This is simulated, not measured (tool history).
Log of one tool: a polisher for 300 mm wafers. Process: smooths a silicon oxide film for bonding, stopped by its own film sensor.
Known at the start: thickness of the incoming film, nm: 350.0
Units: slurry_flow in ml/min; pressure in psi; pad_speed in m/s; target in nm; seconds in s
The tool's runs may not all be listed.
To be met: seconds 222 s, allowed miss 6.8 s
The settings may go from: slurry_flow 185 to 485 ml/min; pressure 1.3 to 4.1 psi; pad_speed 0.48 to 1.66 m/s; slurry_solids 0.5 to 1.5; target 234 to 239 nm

run	day	slurry_flow	pressure	pad_speed	slurry_solids	target	seconds
1	0	310	2.7	1.06	1	239	109.76
2	0.154	310	2.5	1.02	1	239	118.74
3	0.267	310	2.3	0.98	1	239	133.98
4	0.329	310	2.3	0.98	1	234	137.06
5	0.517	310	2.2	0.96	1	234	148.6
6	0.767	310	2.1	0.94	1	234	153.64
7	0.9	310	2	0.92	1	234	165.64
8	0.933	305	1.3	0.9	1	234	252.67
9	0.971	325	1.6	0.9	1	234	202.76
10	1.2	250	1.6	0.9	1	234	214.66
11	1.504	240	1.6	0.9	1	234	213.99
12	1.542	235	1.6	0.9	1	234	214.3

Which of these 5 next moves meets every target?
A	1.579	245	1.6	0.94	0.9	239	?
B	1.579	200	1.4	0.94	0.95	237	?
C	1.579	235	1.8	0.62	1.05	234	?
D	1.579	285	1.3	0.86	1.4	236	?
E	1.579	225	1.9	0.82	0.85	239	?

move	seconds
A	208.27
B	240.98
C	240.29
D	222.75
E	202.61
A: further off than the last run
B: takes the result that was furthest off past its target
C: takes the result that was furthest off past its target
D: meets every target
E: further off than the last run
Answer: D

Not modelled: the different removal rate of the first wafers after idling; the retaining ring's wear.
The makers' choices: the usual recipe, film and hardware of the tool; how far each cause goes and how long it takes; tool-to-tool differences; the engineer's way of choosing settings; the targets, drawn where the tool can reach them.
